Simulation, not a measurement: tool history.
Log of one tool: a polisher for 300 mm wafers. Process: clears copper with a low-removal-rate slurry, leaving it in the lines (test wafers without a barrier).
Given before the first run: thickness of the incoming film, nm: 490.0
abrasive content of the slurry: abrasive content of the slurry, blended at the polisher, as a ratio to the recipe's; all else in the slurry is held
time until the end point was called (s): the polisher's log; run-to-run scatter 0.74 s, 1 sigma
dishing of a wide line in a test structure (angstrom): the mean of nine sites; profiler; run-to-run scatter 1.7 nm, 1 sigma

run  hour  flow of slurry (ml/min)  pressure of the wafer on the pad (kPa)  speed of the pad under the wafer (cm/s)  abrasive content of the slurry  overpolish time after the end point (s)  time until the end point was called (s)  dishing of a wide line in a test structure (angstrom)
  1     0                      310                                    28.3                                      124                               1                                       23                                   104.71                                                 609.61
  2   2.3                      310                                    28.3                                      124                               1                                       28                                   106.07                                                 701.23
  3   3.4                      310                                    32.4                                      124                               1                                       28                                    91.92                                                 736.85
  4   8.3                      310                                    35.2                                      124                               1                                       27                                   88.437                                                 755.52
  5  13.2                      310                                    35.2                                      142                               1                                       27                                    75.94                                                 819.88
  6  20.2                      310                                    36.5                                      142                               1                                       26                                   74.109                                                 842.97

The next listed run, before its measurement:
  7  26.3                      310                                    37.2                                      142                               1                                       24                                        ?                                                      ?

{"run 7": {"time until the end point was called (s)": 73.446, "dishing of a wide line in a test structure (angstrom)": 832.62}}
